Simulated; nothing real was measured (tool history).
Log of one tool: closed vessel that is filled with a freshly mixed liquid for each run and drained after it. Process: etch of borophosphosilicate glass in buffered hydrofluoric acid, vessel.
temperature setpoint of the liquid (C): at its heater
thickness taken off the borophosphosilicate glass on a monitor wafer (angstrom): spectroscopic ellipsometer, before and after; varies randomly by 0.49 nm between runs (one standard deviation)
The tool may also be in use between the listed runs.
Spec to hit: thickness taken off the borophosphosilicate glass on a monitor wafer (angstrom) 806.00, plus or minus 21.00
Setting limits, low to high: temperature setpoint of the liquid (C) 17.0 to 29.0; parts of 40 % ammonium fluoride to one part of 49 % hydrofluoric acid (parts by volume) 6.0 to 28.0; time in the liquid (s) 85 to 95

run  hour  temperature setpoint of the liquid (C)  parts of 40 % ammonium fluoride to one part of 49 % hydrofluoric acid (parts by volume)  time in the liquid (s)  thickness taken off the borophosphosilicate glass on a monitor wafer (angstrom)
  1   0.0                                    21.0                                                                                     17.0                      85                                                                           700.05
  2   5.6                                    17.5                                                                                     17.0                      85                                                                           582.21
  3   6.3                                    17.0                                                                                     17.0                      85                                                                           573.86
  4  12.9                                    17.0                                                                                     17.0                      95                                                                           637.76
  5  16.2                                    17.0                                                                                     17.0                      95                                                                           628.26
  6  22.9                                    18.0                                                                                     17.0                      95                                                                           667.37
  7  25.4                                    18.5                                                                                     17.0                      95                                                                           689.67
  8  28.7                                    19.0                                                                                     17.0                      95                                                                           709.27
  9  32.2                                    19.5                                                                                     17.0                      95                                                                           730.37
 10  34.3                                    20.0                                                                                     17.0                      95                                                                           747.27

Consider the 5 candidate settings below. Which is the only one whose results all fall within their allowed miss of target?
  A  36.4                                    22.5                                                                                     18.0                      90                                                                                ?
  B  36.4                                    20.0                                                                                     18.5                      95                                                                                ?
  C  36.4                                    19.5                                                                                     15.5                      95                                                                                ?
  D  36.4                                    19.5                                                                                     17.0                      90                                                                                ?
  E  36.4                                    20.0                                                                                     17.5                      85                                                                                ?

move  thickness taken off the borophosphosilicate glass on a monitor wafer (angstrom)
   A                                                                           775.49
   B                                                                           694.18
   C                                                                           804.46
   D                                                                           695.53
   E                                                                           656.27
A: better than the last run, though not everything is in spec
B: the biggest miss grows against the last run
C: meets every target
D: the biggest miss grows against the last run
E: the biggest miss grows against the last run
Correct choice: C, which meets every target
